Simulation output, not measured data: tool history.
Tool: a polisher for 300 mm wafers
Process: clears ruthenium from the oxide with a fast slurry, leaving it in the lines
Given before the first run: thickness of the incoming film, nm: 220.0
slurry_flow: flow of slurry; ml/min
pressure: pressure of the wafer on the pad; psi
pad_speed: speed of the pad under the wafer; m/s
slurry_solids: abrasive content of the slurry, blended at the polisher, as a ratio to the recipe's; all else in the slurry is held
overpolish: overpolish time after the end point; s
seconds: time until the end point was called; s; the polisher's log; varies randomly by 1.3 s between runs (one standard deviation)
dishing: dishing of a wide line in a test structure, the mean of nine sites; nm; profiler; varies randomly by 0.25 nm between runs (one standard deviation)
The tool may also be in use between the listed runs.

| run | hour | slurry_flow | pressure | pad_speed | slurry_solids | overpolish | seconds | dishing |
|---|---|---|---|---|---|---|---|---|
| 1 | 0 | 205 | 3.4 | 1.04 | 1 | 13 | 36.709 | 68.488 |
| 2 | 5.6 | 205 | 3 | 0.86 | 0.95 | 10 | 51.357 | 42.585 |
| 3 | 11.9 | 200 | 2.6 | 0.78 | 0.95 | 8 | 65.148 | 27.015 |
| 4 | 13 | 175 | 2.3 | 0.76 | 1.1 | 7 | 74.888 | 22.167 |
| 5 | 21.6 | 160 | 2 | 0.8 | 1.25 | 6 | 81.2 | 17.368 |
| 6 | 25.5 | 150 | 1.8 | 0.86 | 1.35 | 5 | 79.469 | 13.935 |
| 7 | 32.9 | 145 | 1.8 | 0.88 | 1.4 | 5 | 77.738 | 14.276 |

What does the tool deliver on the next run?
| 8 | 41.4 | 140 | 1.7 | 0.9 | 1.45 | 5 | ? | ? |

Run 8 measured seconds 82.914 s, dishing 14.76 nm.
